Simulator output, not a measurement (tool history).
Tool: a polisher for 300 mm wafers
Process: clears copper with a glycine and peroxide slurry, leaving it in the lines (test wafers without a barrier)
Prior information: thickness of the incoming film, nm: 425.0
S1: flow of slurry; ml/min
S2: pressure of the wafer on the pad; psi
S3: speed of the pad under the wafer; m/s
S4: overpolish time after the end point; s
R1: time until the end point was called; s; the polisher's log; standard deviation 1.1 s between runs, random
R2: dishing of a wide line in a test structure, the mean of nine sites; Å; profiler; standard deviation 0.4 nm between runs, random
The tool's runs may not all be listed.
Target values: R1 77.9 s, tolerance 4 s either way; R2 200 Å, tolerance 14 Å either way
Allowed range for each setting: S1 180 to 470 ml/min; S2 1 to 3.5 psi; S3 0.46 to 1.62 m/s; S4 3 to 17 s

run  hour   S1   S2    S3  S4      R1      R2
  1     0  300  2.2  1.04   9  106.05  260.27
  2   3.1  300  1.9  1.04   9   114.8     254
  3   4.3  300  1.9  0.96   9  121.63  230.59
  4  10.4  300  1.9  0.96   6  115.89  160.96
  5  11.2  300  2.2  0.98   6  110.49  167.22
     13.1  -- head pressure recalibrated
  6  13.1  300  2.4  0.98   6  109.68  170.69
  7    17  305  2.6  1.06   6  100.44  189.51
  8  23.3  305  3.2  1.14   3  85.931  113.57
  9  28.2  305  3.1  1.18   4  86.203  154.26
 10  36.9  305  3.1  1.22   4  81.138  159.97
 11  45.1  305  3.3  1.22   6  77.178  233.29
 12  47.6  305  3.4   1.2   6  76.287  232.83
 13  54.8  305  3.4  1.18   6  77.202  223.83
 14  57.4  305  3.4  1.16   6  81.069  234.77
 15    66  305  3.4  1.18   6  78.669  239.21
 16  73.1  305  3.4   1.2   6  78.816  242.96

5 candidate next runs follow, results not yet known. Just one meets every target within its allowed miss. Identify it.
  A  80.2  315  3.5  1.16   7   ?   ?
  B  80.2  350  3.5  1.16   5   ?   ?
  C  80.2  335  3.3  1.24   8   ?   ?
  D  80.2  305  3.5  1.12   7   ?   ?
  E  80.2  400  3.3  1.14   8   ?   ?

move      R1      R2
   A  79.025  269.94
   B  78.432  199.46
   C  77.154  310.46
   D  81.511  262.56
   E  81.656  295.48
A: the biggest miss grows against the last run
B: every result lands within tolerance
C: the biggest miss grows against the last run
D: the biggest miss grows against the last run
E: the biggest miss grows against the last run
The move that meets every target is B.
